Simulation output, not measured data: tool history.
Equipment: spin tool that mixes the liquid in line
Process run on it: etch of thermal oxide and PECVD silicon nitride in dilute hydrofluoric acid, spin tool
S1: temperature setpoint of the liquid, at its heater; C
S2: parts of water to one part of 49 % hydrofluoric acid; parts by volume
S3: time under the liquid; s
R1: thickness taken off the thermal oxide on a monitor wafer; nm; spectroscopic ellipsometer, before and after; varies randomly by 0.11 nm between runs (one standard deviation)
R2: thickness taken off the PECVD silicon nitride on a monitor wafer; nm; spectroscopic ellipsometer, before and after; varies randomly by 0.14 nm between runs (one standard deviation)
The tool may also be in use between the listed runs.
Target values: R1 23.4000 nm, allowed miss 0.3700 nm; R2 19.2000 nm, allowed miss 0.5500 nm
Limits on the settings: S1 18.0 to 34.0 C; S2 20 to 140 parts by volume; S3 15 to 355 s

run 1 day=0.000 | S1=26.0 S2=75 S3=180 | R1=12.0500 R2=9.9040
run 2 day=0.271 | S1=27.5 S2=75 S3=180 | R1=12.7970 R2=10.6250
run 3 day=0.467 | S1=28.0 S2=70 S3=180 | R1=14.0300 R2=12.0150
run 4 day=0.717 | S1=31.0 S2=70 S3=180 | R1=15.7070 R2=14.3800
run 5 day=1.054 | S1=27.5 S2=70 S3=180 | R1=13.7500 R2=11.6410
run 6 day=1.279 | S1=27.5 S2=70 S3=125 | R1=9.6155 R2=8.0479
run 7 day=1.483 | S1=28.0 S2=60 S3=125 | R1=11.5730 R2=9.7045
run 8 day=1.667 | S1=28.0 S2=55 S3=125 | R1=12.7220 R2=10.6350
run 9 day=1.729 | S1=28.0 S2=50 S3=125 | R1=14.0340 R2=11.5470
run 10 day=1.979 | S1=28.5 S2=45 S3=125 | R1=16.1860 R2=13.3190
run 11 day=2.038 | S1=29.0 S2=40 S3=125 | R1=18.5460 R2=15.5820
run 12 day=2.354 | S1=29.0 S2=35 S3=120 | R1=20.4650 R2=16.8540
run 13 day=2.450 | S1=29.5 S2=30 S3=120 | R1=24.5840 R2=20.2740
run 14 day=2.488 | S1=29.0 S2=30 S3=120 | R1=24.4300 R2=19.6380
run 15 day=2.817 | S1=29.5 S2=30 S3=120 | R1=24.6710 R2=20.1760
run 16 day=2.838 | S1=29.0 S2=30 S3=120 | R1=24.2380 R2=19.4320
run 17 day=3.071 | S1=29.5 S2=30 S3=120 | R1=24.7600 R2=20.1770

Below are 4 possible settings for the next run. Only one of them brings all results inside the allowed miss of their targets. Which is it?
run A day=3.304 | S1=33.5 S2=50 S3=165 | R1=? R2=?
run B day=3.304 | S1=28.0 S2=20 S3=90 | R1=? R2=?
run C day=3.304 | S1=28.0 S2=45 S3=185 | R1=? R2=?
run D day=3.304 | S1=27.0 S2=20 S3=95 | R1=? R2=?

move=A R1=22.9550 R2=21.7590
move=B R1=26.4160 R2=20.3250
move=C R1=23.2450 R2=19.0180
move=D R1=26.7580 R2=20.0670
A: pushes the last run's worst result past its target
B: moves away from the targets compared with the last run
C: hits every target within its allowed miss
D: moves away from the targets compared with the last run
C is the move that brings every result within its allowed miss.
